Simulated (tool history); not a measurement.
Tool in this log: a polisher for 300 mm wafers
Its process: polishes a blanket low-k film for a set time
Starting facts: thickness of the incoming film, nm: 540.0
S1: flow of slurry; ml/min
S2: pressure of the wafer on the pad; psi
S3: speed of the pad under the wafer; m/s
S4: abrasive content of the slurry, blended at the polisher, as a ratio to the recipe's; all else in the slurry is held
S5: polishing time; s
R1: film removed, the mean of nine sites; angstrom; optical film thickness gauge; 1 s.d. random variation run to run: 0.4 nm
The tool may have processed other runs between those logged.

{"run": 1, "day": 0.0, "S1": 140, "S2": 1.8, "S3": 1.02, "S4": 1, "S5": 114, "R1": 426}
{"run": 2, "day": 0.133, "S1": 140, "S2": 1.7, "S3": 1.02, "S4": 1, "S5": 114, "R1": 403.72}
{"run": 3, "day": 0.4, "S1": 140, "S2": 1.7, "S3": 1.02, "S4": 1.15, "S5": 114, "R1": 435.22}
{"run": 4, "day": 0.588, "S1": 140, "S2": 1.4, "S3": 1.02, "S4": 1.15, "S5": 114, "R1": 381.05}
{"run": 5, "day": 0.888, "S1": 140, "S2": 1.3, "S3": 1, "S4": 1.15, "S5": 114, "R1": 354.59}
{"run": 6, "day": 1.104, "S1": 140, "S2": 1.6, "S3": 1, "S4": 1.15, "S5": 114, "R1": 412.47}
{"run": 7, "day": 1.417, "S1": 140, "S2": 1.5, "S3": 1, "S4": 1.15, "S5": 114, "R1": 393.31}

The next listed run, before its measurement:
{"run": 8, "day": 1.467, "S1": 140, "S2": 1.4, "S3": 1, "S4": 1.15, "S5": 114, "R1": "?"}

For run 8 the tool returned R1 383.91 angstrom.

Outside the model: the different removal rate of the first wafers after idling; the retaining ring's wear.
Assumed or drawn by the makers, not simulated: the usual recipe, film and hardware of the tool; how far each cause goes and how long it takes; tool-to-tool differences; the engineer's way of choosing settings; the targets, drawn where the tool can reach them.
